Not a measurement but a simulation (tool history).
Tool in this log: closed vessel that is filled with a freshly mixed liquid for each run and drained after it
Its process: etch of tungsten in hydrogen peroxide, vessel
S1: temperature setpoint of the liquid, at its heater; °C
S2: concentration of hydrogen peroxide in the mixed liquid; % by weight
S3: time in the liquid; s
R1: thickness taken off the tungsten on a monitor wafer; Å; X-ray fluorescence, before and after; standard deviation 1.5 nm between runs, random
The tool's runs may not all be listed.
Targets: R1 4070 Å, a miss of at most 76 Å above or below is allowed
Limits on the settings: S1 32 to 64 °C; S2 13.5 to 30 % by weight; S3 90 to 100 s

| run | hour | S1 | S2 | S3 | R1 |
|---|---|---|---|---|---|
| 1 | 0 | 48 | 25.5 | 90 | 2135.7 |
| 2 | 8.4 | 54.5 | 25.5 | 90 | 3138.5 |
| 3 | 15.5 | 48 | 25.5 | 90 | 2120.5 |
| 4 | 17.3 | 44 | 25.5 | 90 | 1651.6 |
| 5 | 20.2 | 46.5 | 25.5 | 90 | 1939 |
| 6 | 25.6 | 48.5 | 25.5 | 90 | 2185.4 |
| 7 | 30.5 | 50.5 | 25.5 | 90 | 2457.7 |
| 8 | 39.1 | 52 | 25.5 | 90 | 2709.3 |

Which single option among these 5 for the next run brings every result within its allowed miss of target? Just one does.
| A | 47.7 | 56.5 | 27 | 100 | ? |
| B | 47.7 | 43.5 | 22 | 90 | ? |
| C | 47.7 | 46.5 | 15 | 90 | ? |
| D | 47.7 | 47 | 23 | 90 | ? |
| E | 47.7 | 44.5 | 23 | 90 | ? |

| move | R1 |
|---|---|
| A | 4052.5 |
| B | 1486.9 |
| C | 1483.4 |
| D | 1895.1 |
| E | 1619.9 |
A: hits every target within its allowed miss
B: lands further from the targets than the last run did
C: lands further from the targets than the last run did
D: lands further from the targets than the last run did
E: lands further from the targets than the last run did
Go with A: it meets all targets.

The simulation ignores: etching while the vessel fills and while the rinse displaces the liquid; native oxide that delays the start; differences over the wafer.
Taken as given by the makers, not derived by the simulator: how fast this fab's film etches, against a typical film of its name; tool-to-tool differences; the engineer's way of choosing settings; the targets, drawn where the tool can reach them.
